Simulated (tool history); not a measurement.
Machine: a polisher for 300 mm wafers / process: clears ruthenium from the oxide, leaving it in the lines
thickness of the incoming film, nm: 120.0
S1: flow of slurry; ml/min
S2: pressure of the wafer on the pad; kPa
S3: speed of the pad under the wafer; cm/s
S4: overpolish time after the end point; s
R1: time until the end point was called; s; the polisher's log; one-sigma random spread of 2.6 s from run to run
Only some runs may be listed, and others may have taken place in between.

Run 1, hour 0: S1 270 ml/min, S2 15.2 kPa, S3 82 cm/s, S4 38 s. Result: R1 139.7 s.
Run 2, hour 0.7: S1 270 ml/min, S2 13.8 kPa, S3 82 cm/s, S4 38 s. Result: R1 155.48 s.
Run 3, hour 3.1: S1 270 ml/min, S2 13.8 kPa, S3 82 cm/s, S4 38 s. Result: R1 154.37 s.
Run 4, hour 9: S1 230 ml/min, S2 13.8 kPa, S3 82 cm/s, S4 38 s. Result: R1 153.15 s.
Run 5, hour 11.8: S1 230 ml/min, S2 13.8 kPa, S3 98 cm/s, S4 38 s. Result: R1 132.13 s.
Run 6, hour 13.9: S1 230 ml/min, S2 11.7 kPa, S3 98 cm/s, S4 38 s. Result: R1 150.12 s.
Run 7, hour 22.5: S1 230 ml/min, S2 11 kPa, S3 96 cm/s, S4 38 s. Result: R1 164.62 s.
Run 8, hour 29.8: S1 230 ml/min, S2 10.3 kPa, S3 96 cm/s, S4 38 s. Result: R1 175.84 s.
Run 9, hour 38.8: S1 230 ml/min, S2 9.7 kPa, S3 96 cm/s, S4 38 s. Result: R1 188.49 s.

Forecast run 10:
Run 10, hour 42.3: S1 230 ml/min, S2 8.3 kPa, S3 96 cm/s, S4 38 s. Result: R1 ?.

{"run 10": {"R1": 216.96}}
